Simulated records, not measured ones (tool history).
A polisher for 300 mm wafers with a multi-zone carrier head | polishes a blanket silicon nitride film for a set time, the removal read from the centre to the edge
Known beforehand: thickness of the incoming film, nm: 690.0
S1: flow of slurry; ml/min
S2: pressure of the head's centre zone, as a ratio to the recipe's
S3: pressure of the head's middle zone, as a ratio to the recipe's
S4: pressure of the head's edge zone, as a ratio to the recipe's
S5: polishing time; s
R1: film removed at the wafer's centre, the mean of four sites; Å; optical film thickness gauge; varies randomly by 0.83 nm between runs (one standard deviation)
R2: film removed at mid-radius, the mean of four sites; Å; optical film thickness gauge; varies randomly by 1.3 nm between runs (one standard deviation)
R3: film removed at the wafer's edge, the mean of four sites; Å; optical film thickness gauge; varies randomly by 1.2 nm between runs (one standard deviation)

run,hour,S1,S2,S3,S4,S5,R1,R2,R3
1,0,180,1,1,1,64,1416.1,1442.2,1387
2,6.9,170,0.97,0.98,0.98,62,1283.1,1345.1,1336.1
3,10.5,170,0.96,0.97,0.96,60,1251,1284.6,1273.6
4,11.7,145,0.96,0.97,0.96,60,1207.9,1255,1247.6
5,15.3,140,0.94,0.96,0.94,59,1159.5,1193.8,1210.9
6,23.6,135,0.92,0.96,0.92,58,1106.3,1187,1166.3
7,25.4,130,0.91,0.95,0.91,58,1086.5,1191.1,1156.9
8,31.5,130,0.91,0.95,0.91,58,1090.2,1190.8,1156.6

For run 9, what comes out?
9,36.3,125,0.9,0.94,0.91,58,?,?,?

For run 9 the tool returned R1 1060.2 Å, R2 1140.4 Å, R3 1136 Å.
